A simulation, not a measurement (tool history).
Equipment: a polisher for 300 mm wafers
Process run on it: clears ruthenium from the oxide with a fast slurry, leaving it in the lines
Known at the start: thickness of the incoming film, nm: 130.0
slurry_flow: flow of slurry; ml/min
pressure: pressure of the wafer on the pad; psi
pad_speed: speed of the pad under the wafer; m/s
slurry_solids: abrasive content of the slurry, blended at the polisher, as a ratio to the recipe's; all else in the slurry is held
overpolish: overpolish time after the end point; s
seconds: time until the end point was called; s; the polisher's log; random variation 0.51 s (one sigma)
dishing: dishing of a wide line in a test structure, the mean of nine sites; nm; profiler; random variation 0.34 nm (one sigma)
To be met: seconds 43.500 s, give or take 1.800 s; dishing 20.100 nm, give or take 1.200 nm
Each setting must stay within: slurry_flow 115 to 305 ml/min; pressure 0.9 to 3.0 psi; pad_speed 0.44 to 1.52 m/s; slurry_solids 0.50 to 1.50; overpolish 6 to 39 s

run,hour,slurry_flow,pressure,pad_speed,slurry_solids,overpolish,seconds,dishing
1,0.0,195,1.9,0.98,1.00,20,50.477,38.478
2,3.8,195,2.2,0.98,1.00,20,43.259,45.029
3,7.3,195,2.2,0.98,1.20,20,39.435,49.489
4,11.5,225,2.1,1.02,1.05,16,43.046,38.509
5,12.1,195,2.1,1.06,0.90,13,45.062,28.902
6,19.8,230,2.1,1.06,0.90,13,44.964,30.170
7,23.7,215,2.2,1.08,0.85,11,44.572,26.802
8,25.4,160,2.6,1.06,0.70,6,46.762,14.008
9,27.6,180,2.6,1.06,0.70,6,46.344,14.607
10,35.8,215,2.7,1.06,0.70,12,43.321,29.728
11,44.4,160,2.8,1.08,0.70,10,44.015,25.684
12,48.4,165,2.8,1.08,0.70,9,42.998,22.171
13,57.1,160,2.8,1.08,0.70,9,43.141,22.705
14,61.3,155,2.8,1.08,0.70,9,43.438,22.090
15,69.2,150,2.8,1.08,0.70,6,44.076,15.421
16,76.5,165,2.8,1.08,0.70,6,43.069,15.340

Exercise: of the 4 proposed moves below, exactly one satisfies all targets within the stated allowed misses. Which move is it?
A,83.8,160,3.0,1.00,0.70,7,?,?
B,83.8,155,2.8,1.06,0.65,10,?,?
C,83.8,160,2.6,1.10,0.75,8,?,?
D,83.8,185,2.8,1.02,0.65,10,?,?

move,seconds,dishing
A,43.344,17.744
B,47.772,22.594
C,43.234,20.153
D,47.850,22.560
A: nearer than the last run, and not there yet
B: takes the result that was furthest off past its target
C: meets every target
D: takes the result that was furthest off past its target
Answer: C

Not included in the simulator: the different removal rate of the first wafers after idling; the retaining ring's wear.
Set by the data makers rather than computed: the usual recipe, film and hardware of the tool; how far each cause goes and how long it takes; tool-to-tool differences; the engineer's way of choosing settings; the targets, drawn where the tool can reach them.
